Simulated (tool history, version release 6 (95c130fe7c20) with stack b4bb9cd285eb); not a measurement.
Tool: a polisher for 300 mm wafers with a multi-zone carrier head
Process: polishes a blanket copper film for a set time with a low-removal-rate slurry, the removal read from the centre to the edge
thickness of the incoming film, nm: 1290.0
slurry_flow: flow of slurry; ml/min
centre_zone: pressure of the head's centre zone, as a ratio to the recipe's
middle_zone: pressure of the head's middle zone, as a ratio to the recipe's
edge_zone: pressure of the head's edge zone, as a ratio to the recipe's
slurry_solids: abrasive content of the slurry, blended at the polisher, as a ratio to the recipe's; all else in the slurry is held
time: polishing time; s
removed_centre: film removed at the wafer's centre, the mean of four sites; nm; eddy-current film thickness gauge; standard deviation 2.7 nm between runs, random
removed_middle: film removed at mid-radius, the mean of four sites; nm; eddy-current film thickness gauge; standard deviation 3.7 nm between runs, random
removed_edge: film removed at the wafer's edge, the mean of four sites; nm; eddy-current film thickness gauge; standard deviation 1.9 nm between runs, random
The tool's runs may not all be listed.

run,hour,slurry_flow,centre_zone,middle_zone,edge_zone,slurry_solids,time,removed_centre,removed_middle,removed_edge
1,0.0,185,1.00,1.00,1.00,1.0,78,199.57,194.41,197.46
2,3.8,185,1.00,1.00,0.93,1.0,78,196.45,192.90,192.10
3,11.5,185,1.00,1.00,0.93,0.9,78,192.84,188.63,186.21
4,18.2,185,1.00,1.00,0.93,0.7,78,177.12,180.49,171.18
5,24.8,185,1.00,1.00,1.01,0.7,78,179.30,176.67,181.06
6,33.7,185,0.92,1.00,1.01,0.7,78,169.10,178.95,179.66

Estimate the outcome of run 7 from the log above:
7,39.1,195,0.95,1.03,1.02,0.8,79,?,?,?

removed_centre: 183.35 nm
removed_middle: 191.18 nm
removed_edge: 191.35 nm

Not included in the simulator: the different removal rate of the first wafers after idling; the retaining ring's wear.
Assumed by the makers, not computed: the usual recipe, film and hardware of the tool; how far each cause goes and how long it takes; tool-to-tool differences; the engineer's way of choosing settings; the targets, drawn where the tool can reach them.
